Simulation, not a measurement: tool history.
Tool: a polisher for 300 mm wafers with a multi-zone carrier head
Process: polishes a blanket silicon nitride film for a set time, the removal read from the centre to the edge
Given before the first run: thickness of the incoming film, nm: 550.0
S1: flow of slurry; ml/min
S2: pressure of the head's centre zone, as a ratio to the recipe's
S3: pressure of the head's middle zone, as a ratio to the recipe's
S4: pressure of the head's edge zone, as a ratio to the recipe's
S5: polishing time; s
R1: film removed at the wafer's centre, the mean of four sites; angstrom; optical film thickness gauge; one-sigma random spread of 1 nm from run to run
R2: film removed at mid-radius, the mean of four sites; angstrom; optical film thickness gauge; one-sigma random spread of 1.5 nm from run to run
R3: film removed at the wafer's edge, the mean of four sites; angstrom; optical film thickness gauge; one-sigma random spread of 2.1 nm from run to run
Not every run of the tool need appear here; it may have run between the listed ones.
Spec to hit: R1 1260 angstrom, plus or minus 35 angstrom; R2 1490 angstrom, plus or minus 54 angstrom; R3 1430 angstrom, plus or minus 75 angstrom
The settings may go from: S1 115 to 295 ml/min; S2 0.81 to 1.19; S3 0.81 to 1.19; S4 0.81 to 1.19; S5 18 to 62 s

| run | hour | S1 | S2 | S3 | S4 | S5 | R1 | R2 | R3 |
|---|---|---|---|---|---|---|---|---|---|
| 1 | 0 | 190 | 1 | 1 | 1 | 40 | 1025.7 | 1018 | 1044.5 |
| 2 | 3.1 | 190 | 1 | 1 | 1.06 | 40 | 1036.4 | 1039.6 | 1087.6 |
| 3 | 3.8 | 195 | 0.99 | 1.03 | 1.09 | 42 | 1088 | 1115.5 | 1160.2 |
| 4 | 5.4 | 200 | 0.98 | 1.06 | 1.11 | 43 | 1112.4 | 1164.3 | 1172 |
| 5 | 8.5 | 195 | 0.96 | 1.08 | 1.12 | 45 | 1135.4 | 1250.5 | 1237.4 |
| 6 | 9.5 | 195 | 0.96 | 1.12 | 1.12 | 45 | 1134.8 | 1292.8 | 1304.7 |
| 7 | 11 | 245 | 0.98 | 1.19 | 1.04 | 47 | 1223.4 | 1455.1 | 1238.8 |
| 8 | 11.9 | 235 | 0.98 | 1.18 | 1.07 | 47 | 1231.9 | 1434.2 | 1318.5 |
| 9 | 15.4 | 235 | 0.98 | 1.18 | 1.08 | 47 | 1234.3 | 1422.4 | 1326.9 |
| 10 | 21.8 | 235 | 0.97 | 1.18 | 1.09 | 47 | 1201.9 | 1425.5 | 1294.6 |
| 11 | 30.8 | 230 | 0.97 | 1.18 | 1.1 | 47 | 1212.7 | 1413 | 1295.8 |
| 12 | 32.8 | 220 | 0.97 | 1.18 | 1.11 | 48 | 1230.9 | 1435.1 | 1372.7 |

Exactly one of the 4 candidate moves below puts every result within its allowed miss. Which one?
| A | 34.8 | 200 | 0.96 | 1.19 | 1.16 | 50 | ? | ? | ? |
| B | 34.8 | 205 | 0.83 | 1.14 | 1.07 | 52 | ? | ? | ? |
| C | 34.8 | 295 | 0.98 | 1.11 | 1.03 | 49 | ? | ? | ? |
| D | 34.8 | 295 | 1 | 1.06 | 1.04 | 47 | ? | ? | ? |

| move | R1 | R2 | R3 |
|---|---|---|---|
| A | 1275.8 | 1522.3 | 1424.2 |
| B | 1178.5 | 1530.8 | 1425.3 |
| C | 1327.5 | 1460.3 | 1354.4 |
| D | 1294.8 | 1346.5 | 1306.1 |
A: in spec on every target
B: puts the biggest miss on target and leaves a different result outside tolerance
C: puts the biggest miss on target and leaves a different result outside tolerance
D: the biggest miss grows against the last run
Correct choice: A, which meets every target
